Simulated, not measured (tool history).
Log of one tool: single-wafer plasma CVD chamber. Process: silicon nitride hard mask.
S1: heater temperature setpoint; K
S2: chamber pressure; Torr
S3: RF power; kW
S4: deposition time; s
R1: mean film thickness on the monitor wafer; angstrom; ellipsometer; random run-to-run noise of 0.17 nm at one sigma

Run 1, hour 0.0: S1 663.15 K, S2 1.94 Torr, S3 0.345 kW, S4 54.0 s. Result: R1 723.44 angstrom.
Run 2, hour 3.8: S1 663.15 K, S2 1.94 Torr, S3 0.345 kW, S4 54.0 s. Result: R1 723.09 angstrom.
Run 3, hour 6.4: S1 663.15 K, S2 1.94 Torr, S3 0.395 kW, S4 54.0 s. Result: R1 781.48 angstrom.
Run 4, hour 10.6: S1 663.15 K, S2 1.82 Torr, S3 0.375 kW, S4 53.9 s. Result: R1 743.73 angstrom.
Run 5, hour 16.9: S1 663.15 K, S2 1.82 Torr, S3 0.375 kW, S4 54.0 s. Result: R1 743.67 angstrom.
Run 6, hour 19.2: S1 663.15 K, S2 1.72 Torr, S3 0.360 kW, S4 53.9 s. Result: R1 708.20 angstrom.

Run 7, settings as shown, results not yet in. Your forecast:
Run 7, hour 21.6: S1 663.15 K, S2 1.63 Torr, S3 0.350 kW, S4 53.9 s. Result: R1 ?.

R1: 687.82 angstrom
